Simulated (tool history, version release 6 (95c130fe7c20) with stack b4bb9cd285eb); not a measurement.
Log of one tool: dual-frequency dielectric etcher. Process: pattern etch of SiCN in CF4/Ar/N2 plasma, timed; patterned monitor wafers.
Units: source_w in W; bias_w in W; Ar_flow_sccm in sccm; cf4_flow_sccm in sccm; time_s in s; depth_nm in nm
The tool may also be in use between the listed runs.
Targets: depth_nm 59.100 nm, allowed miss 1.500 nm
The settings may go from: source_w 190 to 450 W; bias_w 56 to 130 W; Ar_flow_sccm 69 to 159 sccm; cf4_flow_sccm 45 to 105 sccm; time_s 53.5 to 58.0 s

{"run": 1, "day": 0.0, "source_w": 320, "bias_w": 93, "Ar_flow_sccm": 114, "cf4_flow_sccm": 75, "time_s": 58.0, "depth_nm": 44.869}
{"run": 2, "day": 0.271, "source_w": 320, "bias_w": 93, "Ar_flow_sccm": 106, "cf4_flow_sccm": 75, "time_s": 58.0, "depth_nm": 45.454}
{"run": 3, "day": 0.346, "source_w": 320, "bias_w": 93, "Ar_flow_sccm": 119, "cf4_flow_sccm": 75, "time_s": 58.0, "depth_nm": 44.478}
{"run": 4, "day": 0.4, "source_w": 320, "bias_w": 93, "Ar_flow_sccm": 104, "cf4_flow_sccm": 75, "time_s": 58.0, "depth_nm": 45.395}
{"run": 5, "day": 0.608, "source_w": 320, "bias_w": 93, "Ar_flow_sccm": 104, "cf4_flow_sccm": 86, "time_s": 58.0, "depth_nm": 46.034}
{"run": 6, "day": 0.908, "source_w": 320, "bias_w": 107, "Ar_flow_sccm": 104, "cf4_flow_sccm": 86, "time_s": 58.0, "depth_nm": 47.915}
{"run": 7, "day": 0.971, "source_w": 340, "bias_w": 108, "Ar_flow_sccm": 104, "cf4_flow_sccm": 86, "time_s": 58.0, "depth_nm": 51.105}
{"run": 8, "day": 1.229, "source_w": 360, "bias_w": 109, "Ar_flow_sccm": 104, "cf4_flow_sccm": 86, "time_s": 58.0, "depth_nm": 54.238}
{"run": 9, "day": 1.296, "source_w": 370, "bias_w": 109, "Ar_flow_sccm": 104, "cf4_flow_sccm": 86, "time_s": 58.0, "depth_nm": 55.75}

Which of these 5 next moves meets every target?
{"run": "A", "day": 1.362, "source_w": 380, "bias_w": 99, "Ar_flow_sccm": 69, "cf4_flow_sccm": 102, "time_s": 54.5, "depth_nm": "?"}
{"run": "B", "day": 1.362, "source_w": 390, "bias_w": 106, "Ar_flow_sccm": 111, "cf4_flow_sccm": 85, "time_s": 57.0, "depth_nm": "?"}
{"run": "C", "day": 1.362, "source_w": 390, "bias_w": 110, "Ar_flow_sccm": 101, "cf4_flow_sccm": 84, "time_s": 58.0, "depth_nm": "?"}
{"run": "D", "day": 1.362, "source_w": 360, "bias_w": 127, "Ar_flow_sccm": 86, "cf4_flow_sccm": 94, "time_s": 53.5, "depth_nm": "?"}
{"run": "E", "day": 1.362, "source_w": 360, "bias_w": 109, "Ar_flow_sccm": 98, "cf4_flow_sccm": 88, "time_s": 56.5, "depth_nm": "?"}

move=A depth_nm=55.737
move=B depth_nm=56.572
move=C depth_nm=58.864
move=D depth_nm=54.352
move=E depth_nm=53.514
A: as far off as the last run
B: nearer than the last run, and not there yet
C: meets every target
D: further off than the last run
E: further off than the last run
The right move is C.

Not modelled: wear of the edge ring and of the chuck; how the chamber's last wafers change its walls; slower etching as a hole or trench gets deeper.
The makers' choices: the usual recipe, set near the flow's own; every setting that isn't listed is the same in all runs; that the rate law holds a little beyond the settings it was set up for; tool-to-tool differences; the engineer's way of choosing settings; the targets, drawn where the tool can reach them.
